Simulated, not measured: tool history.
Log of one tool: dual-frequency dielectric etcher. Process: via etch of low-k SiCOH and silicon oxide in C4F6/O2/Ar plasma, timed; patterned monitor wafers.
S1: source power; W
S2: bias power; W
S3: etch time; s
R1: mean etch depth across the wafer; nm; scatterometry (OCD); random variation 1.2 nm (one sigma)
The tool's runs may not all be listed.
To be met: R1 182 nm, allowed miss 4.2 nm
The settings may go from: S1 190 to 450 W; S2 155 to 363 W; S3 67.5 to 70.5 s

run  hour   S1   S2    S3      R1
  1     0  320  259  67.5  160.47
  2     6  320  303  67.5  170.29
  3  10.1  330  305  67.5  169.67
  4  14.9  330  282  67.5  165.63
  5    16  280  282  67.5  159.45
  6  19.6  280  324  67.5  163.37
  7  24.9  290  328  67.5  164.84
  8  29.6  300  332  67.5  170.17
  9  30.4  310  334  67.5  171.19
 10  38.6  310  334  67.5  170.76
 11  40.6  320  336  67.5  174.01
 12  42.5  320  337  67.5  173.24
 13    50  320  337  67.5  173.97
 14  52.3  330  338  67.5  176.05

Which of these 4 next moves meets every target?
  A  54.6  350  346  70.5   ?
  B  54.6  320  318    69   ?
  C  54.6  350  363  69.5   ?
  D  54.6  340  327  70.5   ?

move      R1
   A  188.14
   B  174.44
   C  188.07
   D  183.33
A: takes the result that was furthest off past its target
B: further off than the last run
C: takes the result that was furthest off past its target
D: meets every target
The right move is D.
